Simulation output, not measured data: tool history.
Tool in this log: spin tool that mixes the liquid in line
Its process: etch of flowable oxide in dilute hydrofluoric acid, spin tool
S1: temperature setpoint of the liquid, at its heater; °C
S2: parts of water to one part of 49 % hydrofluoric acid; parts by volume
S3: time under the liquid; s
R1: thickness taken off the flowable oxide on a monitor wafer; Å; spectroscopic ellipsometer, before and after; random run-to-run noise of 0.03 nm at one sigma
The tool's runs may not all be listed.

run  hour    S1   S2  S3      R1
  1     0    25  160  15   65.72
  2   1.3  26.5  160  15  69.445
  3   8.4    24  160  15  63.552
  4  12.6  22.5  160  15  59.879
  5  15.5  22.5  160  15  59.812
  6  20.5  24.5  160  15  64.704

Predict the results of run 7:
  7  28.9  26.5  160  15   ?

R1: 69.612 Å
